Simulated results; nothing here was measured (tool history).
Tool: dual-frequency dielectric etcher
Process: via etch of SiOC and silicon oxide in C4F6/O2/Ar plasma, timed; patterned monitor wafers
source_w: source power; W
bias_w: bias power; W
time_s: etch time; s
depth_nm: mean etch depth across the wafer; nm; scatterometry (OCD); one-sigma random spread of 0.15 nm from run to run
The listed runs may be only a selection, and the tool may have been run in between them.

run	hour	source_w	bias_w	time_s	depth_nm
1	0	250	132	63	54.459
2	5.3	250	132	63	54.671
3	11.5	230	132	63	53.229
4	13	220	131	63	52.175
5	18.3	240	131	63	53.59
6	23	240	151	63	54.986
7	28.9	230	149	63	54.285

Estimate the outcome of run 8 from the log above:
8	34.8	220	147	63	?

Run 8 came out at depth_nm 53.358 nm.
